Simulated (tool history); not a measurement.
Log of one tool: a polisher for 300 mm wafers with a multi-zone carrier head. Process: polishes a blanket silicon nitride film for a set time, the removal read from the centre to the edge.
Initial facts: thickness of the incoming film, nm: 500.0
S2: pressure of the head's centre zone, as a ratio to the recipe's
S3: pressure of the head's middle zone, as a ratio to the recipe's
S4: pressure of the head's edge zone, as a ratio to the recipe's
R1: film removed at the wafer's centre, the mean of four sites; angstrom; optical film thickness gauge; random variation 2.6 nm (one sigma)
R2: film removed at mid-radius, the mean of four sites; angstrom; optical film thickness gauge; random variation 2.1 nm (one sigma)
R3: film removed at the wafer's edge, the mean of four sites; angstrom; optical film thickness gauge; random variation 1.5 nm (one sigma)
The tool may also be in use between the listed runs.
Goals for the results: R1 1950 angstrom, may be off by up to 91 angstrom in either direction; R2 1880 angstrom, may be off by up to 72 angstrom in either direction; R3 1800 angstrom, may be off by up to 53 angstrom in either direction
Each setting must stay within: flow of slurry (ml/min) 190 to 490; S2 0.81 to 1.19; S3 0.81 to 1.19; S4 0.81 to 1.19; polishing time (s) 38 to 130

run 1 hour=0 | flow_of_slurry_(ml/min)=315 S2=1 S3=1 S4=1 polishing_time_(s)=84 | R1=1434.5 R2=1440.6 R3=1445.6
run 2 hour=1.8 | flow_of_slurry_(ml/min)=315 S2=1 S3=1 S4=1.04 polishing_time_(s)=84 | R1=1454.4 R2=1448.3 R3=1470.6
run 3 hour=2.9 | flow_of_slurry_(ml/min)=265 S2=1 S3=1 S4=1.04 polishing_time_(s)=84 | R1=1410.6 R2=1407.9 R3=1454.8
run 4 hour=11 | flow_of_slurry_(ml/min)=265 S2=1 S3=1.03 S4=1.04 polishing_time_(s)=84 | R1=1405 R2=1421.2 R3=1480.2
run 5 hour=15.9 | flow_of_slurry_(ml/min)=265 S2=1 S3=1.06 S4=1.04 polishing_time_(s)=84 | R1=1401.1 R2=1462 R3=1456.5
run 6 hour=22.3 | flow_of_slurry_(ml/min)=270 S2=1.02 S3=1.07 S4=1.05 polishing_time_(s)=86 | R1=1466.6 R2=1515.5 R3=1493.6
run 7 hour=29.5 | flow_of_slurry_(ml/min)=275 S2=1.03 S3=1.07 S4=1.06 polishing_time_(s)=88 | R1=1524.7 R2=1582.7 R3=1511.4
run 8 hour=30.9 | flow_of_slurry_(ml/min)=280 S2=1.04 S3=1.06 S4=1.07 polishing_time_(s)=90 | R1=1546 R2=1589.6 R3=1604.8
run 9 hour=34.3 | flow_of_slurry_(ml/min)=290 S2=1.06 S3=1.06 S4=1.07 polishing_time_(s)=91 | R1=1628.4 R2=1593.6 R3=1611.3
run 10 hour=42.5 | flow_of_slurry_(ml/min)=300 S2=1.07 S3=1.07 S4=1.08 polishing_time_(s)=92 | R1=1634.4 R2=1655 R3=1613.9
run 11 hour=46.5 | flow_of_slurry_(ml/min)=305 S2=1.08 S3=1.07 S4=1.08 polishing_time_(s)=93 | R1=1725 R2=1706.8 R3=1656.6
run 12 hour=49 | flow_of_slurry_(ml/min)=315 S2=1.09 S3=1.07 S4=1.09 polishing_time_(s)=93 | R1=1724.2 R2=1711.8 R3=1658.5
run 13 hour=56.4 | flow_of_slurry_(ml/min)=315 S2=1.09 S3=1.07 S4=1.09 polishing_time_(s)=93 | R1=1747.5 R2=1679.6 R3=1699.8
-- hour=61.6 worn pad replaced by a new one
run 14 hour=61.6 | flow_of_slurry_(ml/min)=325 S2=1.1 S3=1.08 S4=1.09 polishing_time_(s)=93 | R1=1873.3 R2=1801.1 R3=1761.4
run 15 hour=63.4 | flow_of_slurry_(ml/min)=330 S2=1.1 S3=1.08 S4=1.09 polishing_time_(s)=93 | R1=1808.7 R2=1770.6 R3=1738.8
run 16 hour=69.5 | flow_of_slurry_(ml/min)=330 S2=1.1 S3=1.08 S4=1.09 polishing_time_(s)=93 | R1=1824.2 R2=1777.2 R3=1769.3

Pick the move, out of 5, that brings all results within their allowed miss; only one does.
run A hour=75.6 | flow_of_slurry_(ml/min)=320 S2=1.12 S3=1.08 S4=1.04 polishing_time_(s)=91 | R1=? R2=? R3=?
run B hour=75.6 | flow_of_slurry_(ml/min)=330 S2=0.97 S3=1.15 S4=1.06 polishing_time_(s)=95 | R1=? R2=? R3=?
run C hour=75.6 | flow_of_slurry_(ml/min)=485 S2=1.03 S3=1.02 S4=1.19 polishing_time_(s)=93 | R1=? R2=? R3=?
run D hour=75.6 | flow_of_slurry_(ml/min)=395 S2=1.1 S3=1.1 S4=1.05 polishing_time_(s)=96 | R1=? R2=? R3=?
run E hour=75.6 | flow_of_slurry_(ml/min)=285 S2=1.05 S3=1.09 S4=1 polishing_time_(s)=91 | R1=? R2=? R3=?

move=A R1=1854 R2=1756 R3=1661.5
move=B R1=1706.2 R2=1929.3 R3=1753.6
move=C R1=1820.7 R2=1778 R3=1866.9
move=D R1=1964.4 R2=1913.7 R3=1786.2
move=E R1=1724.8 R2=1747.1 R3=1614.5
A: further off than the last run
B: gets the furthest-off result to its target, but another result is out of tolerance
C: neither nearer nor further off than the last run
D: every result within its allowed miss
E: further off than the last run
The move that meets every target is D.
